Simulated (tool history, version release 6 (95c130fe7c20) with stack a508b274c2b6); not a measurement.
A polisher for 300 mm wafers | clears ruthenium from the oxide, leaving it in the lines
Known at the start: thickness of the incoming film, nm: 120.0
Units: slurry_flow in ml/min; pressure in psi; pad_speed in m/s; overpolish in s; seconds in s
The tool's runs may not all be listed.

Run 1, hour 0: slurry_flow 250 ml/min, pressure 2 psi, pad_speed 1.06 m/s, overpolish 10 s. Result: seconds 84.906 s.
Run 2, hour 1.4: slurry_flow 250 ml/min, pressure 1.8 psi, pad_speed 1.06 m/s, overpolish 10 s. Result: seconds 98.981 s.
Run 3, hour 3.2: slurry_flow 250 ml/min, pressure 1.9 psi, pad_speed 1.06 m/s, overpolish 10 s. Result: seconds 91.278 s.
Run 4, hour 11.5: slurry_flow 250 ml/min, pressure 2 psi, pad_speed 1.06 m/s, overpolish 10 s. Result: seconds 87.888 s.
Run 5, hour 17.2: slurry_flow 250 ml/min, pressure 2 psi, pad_speed 0.94 m/s, overpolish 10 s. Result: seconds 97.787 s.
Run 6, hour 20.9: slurry_flow 250 ml/min, pressure 2 psi, pad_speed 0.94 m/s, overpolish 8 s. Result: seconds 100.17 s.
Run 7, hour 26.4: slurry_flow 250 ml/min, pressure 2.1 psi, pad_speed 0.94 m/s, overpolish 8 s. Result: seconds 94.069 s.
Run 8, hour 27.5: slurry_flow 250 ml/min, pressure 2.2 psi, pad_speed 0.94 m/s, overpolish 8 s. Result: seconds 88.457 s.
At hour 34.5: slurry nozzle cleaned.
Run 9, hour 34.5: slurry_flow 250 ml/min, pressure 2.3 psi, pad_speed 0.94 m/s, overpolish 8 s. Result: seconds 83.439 s.
Run 10, hour 38.2: slurry_flow 250 ml/min, pressure 2.4 psi, pad_speed 0.94 m/s, overpolish 8 s. Result: seconds 81.477 s.

The next listed run, before its measurement:
Run 11, hour 44.9: slurry_flow 250 ml/min, pressure 2.5 psi, pad_speed 0.94 m/s, overpolish 8 s. Result: seconds ?.

seconds: 76.476 s
